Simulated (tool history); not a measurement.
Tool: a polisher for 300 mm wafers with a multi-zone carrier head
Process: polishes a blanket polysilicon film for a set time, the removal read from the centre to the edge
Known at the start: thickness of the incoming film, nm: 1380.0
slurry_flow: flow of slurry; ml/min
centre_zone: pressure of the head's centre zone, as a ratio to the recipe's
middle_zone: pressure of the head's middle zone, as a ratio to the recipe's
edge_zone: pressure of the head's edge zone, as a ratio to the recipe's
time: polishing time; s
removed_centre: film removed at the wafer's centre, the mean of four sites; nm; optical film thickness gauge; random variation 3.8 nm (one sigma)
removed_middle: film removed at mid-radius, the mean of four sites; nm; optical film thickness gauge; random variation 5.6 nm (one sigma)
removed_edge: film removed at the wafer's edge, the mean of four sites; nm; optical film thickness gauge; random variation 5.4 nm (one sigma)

Run 1, hour 0: slurry_flow 190 ml/min, centre_zone 1, middle_zone 1, edge_zone 1, time 65 s. Result: removed_centre 480.83 nm, removed_middle 483.46 nm, removed_edge 485.63 nm.
Run 2, hour 7: slurry_flow 190 ml/min, centre_zone 1, middle_zone 1, edge_zone 1, time 58 s. Result: removed_centre 429.58 nm, removed_middle 421.19 nm, removed_edge 428.64 nm.
Run 3, hour 15.3: slurry_flow 185 ml/min, centre_zone 0.98, middle_zone 1, edge_zone 1.01, time 58 s. Result: removed_centre 414.79 nm, removed_middle 422.46 nm, removed_edge 429.53 nm.
Run 4, hour 22.6: slurry_flow 185 ml/min, centre_zone 0.98, middle_zone 1, edge_zone 1.01, time 66 s. Result: removed_centre 470.91 nm, removed_middle 482.85 nm, removed_edge 485.27 nm.
Run 5, hour 23.3: slurry_flow 185 ml/min, centre_zone 1.03, middle_zone 1, edge_zone 1.01, time 66 s. Result: removed_centre 508.55 nm, removed_middle 478.79 nm, removed_edge 494.48 nm.
Run 6, hour 26.6: slurry_flow 180 ml/min, centre_zone 1.01, middle_zone 0.99, edge_zone 1.01, time 66 s. Result: removed_centre 489.84 nm, removed_middle 485.97 nm, removed_edge 485.97 nm.

Run 7 comes next. What will it give?
Run 7, hour 35.6: slurry_flow 180 ml/min, centre_zone 0.99, middle_zone 0.98, edge_zone 1.02, time 65 s. Result: removed_centre ?, removed_middle ?, removed_edge ?.

removed_centre: 469.01 nm
removed_middle: 463.2 nm
removed_edge: 487.45 nm
